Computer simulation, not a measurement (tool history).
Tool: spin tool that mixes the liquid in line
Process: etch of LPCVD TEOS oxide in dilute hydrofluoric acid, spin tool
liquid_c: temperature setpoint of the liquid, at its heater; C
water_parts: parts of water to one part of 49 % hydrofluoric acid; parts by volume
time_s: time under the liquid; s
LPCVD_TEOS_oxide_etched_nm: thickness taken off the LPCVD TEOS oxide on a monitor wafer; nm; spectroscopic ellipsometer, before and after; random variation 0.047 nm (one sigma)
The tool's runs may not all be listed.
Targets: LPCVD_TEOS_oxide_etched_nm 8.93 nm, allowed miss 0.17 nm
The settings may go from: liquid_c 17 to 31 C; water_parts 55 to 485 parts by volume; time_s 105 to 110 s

Run 1, hour 0: liquid_c 23 C, water_parts 270 parts by volume, time_s 105 s. Result: LPCVD_TEOS_oxide_etched_nm 10.029 nm.
Run 2, hour 2.2: liquid_c 22 C, water_parts 270 parts by volume, time_s 105 s. Result: LPCVD_TEOS_oxide_etched_nm 9.603 nm.
Run 3, hour 10.4: liquid_c 22 C, water_parts 315 parts by volume, time_s 105 s. Result: LPCVD_TEOS_oxide_etched_nm 7.9057 nm.
Run 4, hour 13.2: liquid_c 22 C, water_parts 220 parts by volume, time_s 105 s. Result: LPCVD_TEOS_oxide_etched_nm 12.424 nm.
Run 5, hour 18: liquid_c 20 C, water_parts 220 parts by volume, time_s 105 s. Result: LPCVD_TEOS_oxide_etched_nm 11.607 nm.
Run 6, hour 23.3: liquid_c 22 C, water_parts 220 parts by volume, time_s 105 s. Result: LPCVD_TEOS_oxide_etched_nm 12.581 nm.
Run 7, hour 29.2: liquid_c 20.5 C, water_parts 230 parts by volume, time_s 105 s. Result: LPCVD_TEOS_oxide_etched_nm 11.196 nm.
Run 8, hour 35.8: liquid_c 19.5 C, water_parts 235 parts by volume, time_s 105 s. Result: LPCVD_TEOS_oxide_etched_nm 10.481 nm.
Run 9, hour 39.8: liquid_c 18.5 C, water_parts 240 parts by volume, time_s 105 s. Result: LPCVD_TEOS_oxide_etched_nm 9.8018 nm.
Run 10, hour 47.3: liquid_c 18 C, water_parts 240 parts by volume, time_s 105 s. Result: LPCVD_TEOS_oxide_etched_nm 9.5083 nm.
Run 11, hour 54.1: liquid_c 17.5 C, water_parts 240 parts by volume, time_s 105 s. Result: LPCVD_TEOS_oxide_etched_nm 9.5158 nm.
Run 12, hour 55.5: liquid_c 17.5 C, water_parts 245 parts by volume, time_s 105 s. Result: LPCVD_TEOS_oxide_etched_nm 9.1255 nm.

4 next moves are on the table. One of them brings every result within its allowed miss. Which?
Run A, hour 56.9: liquid_c 17 C, water_parts 240 parts by volume, time_s 105 s. Result: LPCVD_TEOS_oxide_etched_nm ?.
Run B, hour 56.9: liquid_c 18.5 C, water_parts 250 parts by volume, time_s 105 s. Result: LPCVD_TEOS_oxide_etched_nm ?.
Run C, hour 56.9: liquid_c 17 C, water_parts 255 parts by volume, time_s 110 s. Result: LPCVD_TEOS_oxide_etched_nm ?.
Run D, hour 56.9: liquid_c 18 C, water_parts 255 parts by volume, time_s 110 s. Result: LPCVD_TEOS_oxide_etched_nm ?.

move  LPCVD_TEOS_oxide_etched_nm
   A                       9.275
   B                      9.3512
   C                       9.026
   D                      9.3805
A: further off than the last run
B: further off than the last run
C: meets every target
D: further off than the last run
Answer: C
